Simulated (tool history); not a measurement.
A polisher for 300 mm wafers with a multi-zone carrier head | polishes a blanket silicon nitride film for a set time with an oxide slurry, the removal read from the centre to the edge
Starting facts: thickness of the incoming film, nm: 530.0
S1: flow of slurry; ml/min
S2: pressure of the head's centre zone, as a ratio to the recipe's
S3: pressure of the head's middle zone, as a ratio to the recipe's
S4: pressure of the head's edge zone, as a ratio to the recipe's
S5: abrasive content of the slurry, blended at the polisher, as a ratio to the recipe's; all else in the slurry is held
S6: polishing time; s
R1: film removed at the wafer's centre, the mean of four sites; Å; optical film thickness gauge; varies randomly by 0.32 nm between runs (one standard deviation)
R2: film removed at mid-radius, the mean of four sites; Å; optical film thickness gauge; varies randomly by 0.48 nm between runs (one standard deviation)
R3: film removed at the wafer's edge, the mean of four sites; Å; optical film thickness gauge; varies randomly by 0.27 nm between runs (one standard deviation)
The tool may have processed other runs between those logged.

run,day,S1,S2,S3,S4,S5,S6,R1,R2,R3
1,0.000,310,1.00,1.00,1.00,1.00,55,291.76,277.96,298.48
2,0.029,310,1.03,1.00,1.00,1.00,55,299.14,284.79,297.88
3,0.292,310,1.03,1.00,1.04,1.00,55,302.60,282.19,302.01
4,0.350,315,1.04,0.99,1.06,1.10,56,325.74,308.69,322.52
5,0.446,315,1.04,0.99,1.06,1.10,47,273.93,253.80,274.09
6,0.679,315,1.05,0.96,1.08,1.20,49,297.87,262.47,300.06
7,1.029,355,1.15,1.04,1.18,1.45,59,423.64,379.95,410.57

The next listed run, before its measurement:
8,1.388,355,1.16,1.03,1.18,1.45,59,?,?,?

{"run 8": {"R1": 436.19, "R2": 380.53, "R3": 412.83}}

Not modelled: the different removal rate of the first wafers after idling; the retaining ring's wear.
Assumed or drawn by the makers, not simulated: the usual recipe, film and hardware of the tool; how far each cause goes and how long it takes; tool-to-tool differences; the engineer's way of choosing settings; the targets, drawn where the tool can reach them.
